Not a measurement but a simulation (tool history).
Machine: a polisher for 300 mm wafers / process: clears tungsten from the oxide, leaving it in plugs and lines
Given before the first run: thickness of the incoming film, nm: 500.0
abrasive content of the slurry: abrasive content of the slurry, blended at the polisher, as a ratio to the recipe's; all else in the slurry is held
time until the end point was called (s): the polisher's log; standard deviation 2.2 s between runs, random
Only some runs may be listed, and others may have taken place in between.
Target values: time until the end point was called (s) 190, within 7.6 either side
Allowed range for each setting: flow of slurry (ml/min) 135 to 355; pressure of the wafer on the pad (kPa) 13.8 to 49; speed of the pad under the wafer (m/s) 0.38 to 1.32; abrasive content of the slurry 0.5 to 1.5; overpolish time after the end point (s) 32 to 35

| run | hour | flow of slurry (ml/min) | pressure of the wafer on the pad (kPa) | speed of the pad under the wafer (m/s) | abrasive content of the slurry | overpolish time after the end point (s) | time until the end point was called (s) |
|---|---|---|---|---|---|---|---|
| 1 | 0 | 225 | 31 | 0.84 | 1 | 32 | 98.459 |
| 2 | 5.9 | 225 | 35.9 | 0.84 | 1 | 32 | 88.706 |
| 3 | 13.3 | 225 | 35.9 | 0.84 | 1.1 | 32 | 86.081 |
| 4 | 15.2 | 225 | 35.9 | 0.84 | 1.2 | 32 | 83.811 |
| 5 | 18.5 | 225 | 32.4 | 0.84 | 1.2 | 32 | 93.603 |
| 6 | 21.3 | 265 | 32.4 | 0.84 | 1.2 | 32 | 90.798 |
| 7 | 26.4 | 265 | 30.3 | 0.82 | 1.2 | 32 | 99.704 |
| 8 | 34.6 | 265 | 28.3 | 0.8 | 1.2 | 32 | 105.8 |
| 9 | 41.4 | 265 | 26.2 | 0.78 | 1.2 | 32 | 121.93 |
| 10 | 46.5 | 260 | 24.8 | 0.78 | 1.2 | 32 | 128.52 |
| 11 | 48.9 | 255 | 23.4 | 0.78 | 1.2 | 32 | 133.34 |
| 12 | 52.1 | 250 | 22.1 | 0.78 | 1.2 | 32 | 143.08 |
| 13 | 59.2 | 245 | 21.4 | 0.78 | 1.2 | 32 | 147.58 |
| 14 | 67.3 | 240 | 20.7 | 0.78 | 1.2 | 32 | 149 |

Which one of the following 5 next-run settings gets every result inside its allowed miss? There is exactly one.
| A | 75.4 | 175 | 19.3 | 0.76 | 1.4 | 32 | ? |
| B | 75.4 | 265 | 20 | 0.7 | 1.3 | 32 | ? |
| C | 75.4 | 220 | 15.2 | 0.78 | 1.15 | 32 | ? |
| D | 75.4 | 315 | 13.8 | 0.9 | 1.2 | 35 | ? |
| E | 75.4 | 220 | 14.5 | 1 | 1.1 | 32 | ? |

| move | time until the end point was called (s) |
|---|---|
| A | 164.83 |
| B | 167.02 |
| C | 206.05 |
| D | 186.89 |
| E | 171.06 |
A: nearer than the last run, and not there yet
B: nearer than the last run, and not there yet
C: moves the result that the last run missed by most past its target, out the other side
D: all results in spec
E: nearer than the last run, and not there yet
D is the move that brings every result within its allowed miss.

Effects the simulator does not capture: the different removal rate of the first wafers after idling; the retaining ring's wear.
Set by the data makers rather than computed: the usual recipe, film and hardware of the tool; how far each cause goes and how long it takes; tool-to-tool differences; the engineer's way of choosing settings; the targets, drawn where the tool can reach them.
